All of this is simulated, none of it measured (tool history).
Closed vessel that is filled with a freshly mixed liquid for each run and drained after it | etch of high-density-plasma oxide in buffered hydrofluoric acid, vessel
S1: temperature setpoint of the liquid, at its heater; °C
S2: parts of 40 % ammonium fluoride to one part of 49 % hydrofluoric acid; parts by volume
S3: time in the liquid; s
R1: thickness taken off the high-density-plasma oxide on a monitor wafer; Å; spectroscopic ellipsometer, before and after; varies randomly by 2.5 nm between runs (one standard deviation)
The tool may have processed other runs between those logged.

{"run": 1, "hour": 0.0, "S1": 23.0, "S2": 9.0, "S3": 95, "R1": 2200.3}
{"run": 2, "hour": 2.9, "S1": 23.0, "S2": 9.0, "S3": 105, "R1": 2438.8}
{"run": 3, "hour": 4.8, "S1": 23.0, "S2": 9.0, "S3": 95, "R1": 2239.2}
{"run": 4, "hour": 12.0, "S1": 23.0, "S2": 11.5, "S3": 95, "R1": 1787.8}
{"run": 5, "hour": 19.2, "S1": 25.0, "S2": 11.0, "S3": 95, "R1": 2113.3}
{"run": 6, "hour": 23.3, "S1": 26.5, "S2": 11.0, "S3": 95, "R1": 2243.4}
{"run": 7, "hour": 24.0, "S1": 28.0, "S2": 11.0, "S3": 95, "R1": 2467.3}

The next listed run, before its measurement:
{"run": 8, "hour": 24.5, "S1": 29.0, "S2": 11.0, "S3": 95, "R1": "?"}

{"run 8": {"R1": 2611.0}}
